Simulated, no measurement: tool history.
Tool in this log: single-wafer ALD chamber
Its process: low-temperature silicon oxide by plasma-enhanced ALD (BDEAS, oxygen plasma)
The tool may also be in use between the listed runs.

run,hour,heater temperature setpoint (deg C),number of ALD cycles (cycles),mean film thickness on the monitor wafer (nm)
1,0.0,95,22,3.3462
2,4.9,95,19,2.9031
3,8.1,85,19,2.9909
4,16.2,93,19,2.9098
5,19.8,93,21,3.2292
6,24.1,84,21,3.3312
7,31.8,87,21,3.2989

Run 8 is up next; what results do you expect?
8,35.3,89,21,?

mean film thickness on the monitor wafer (nm): 3.2804
